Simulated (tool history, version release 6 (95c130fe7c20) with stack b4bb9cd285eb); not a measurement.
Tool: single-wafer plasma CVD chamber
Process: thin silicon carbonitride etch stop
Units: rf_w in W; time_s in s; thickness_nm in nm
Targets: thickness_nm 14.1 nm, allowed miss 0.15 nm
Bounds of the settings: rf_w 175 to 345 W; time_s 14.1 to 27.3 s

| run | hour | rf_w | time_s | thickness_nm |
|---|---|---|---|---|
| 1 | 0 | 260 | 20.7 | 13.009 |
| 2 | 3 | 270 | 20.7 | 13.19 |
| 3 | 11.8 | 270 | 18.7 | 11.88 |
| 4 | 12.5 | 280 | 19 | 12.208 |
| 5 | 13.2 | 305 | 19 | 12.635 |
| 6 | 15.7 | 290 | 19 | 12.366 |
| 7 | 23 | 295 | 19.2 | 12.587 |
| 8 | 28.3 | 300 | 19.4 | 12.78 |
| 9 | 29.2 | 305 | 19.5 | 12.879 |
| 10 | 33.1 | 345 | 20.8 | 14.315 |
| 11 | 38.3 | 340 | 20.8 | 14.339 |

Which of these 4 next moves meets every target?
| A | 43.5 | 335 | 21.5 | ? |
| B | 43.5 | 320 | 21.6 | ? |
| C | 43.5 | 320 | 21 | ? |
| D | 43.5 | 320 | 20.5 | ? |

| move | thickness_nm |
|---|---|
| A | 14.704 |
| B | 14.554 |
| C | 14.15 |
| D | 13.813 |
A: further off than the last run
B: further off than the last run
C: meets every target
D: takes the result that was furthest off past its target
The right move is C.
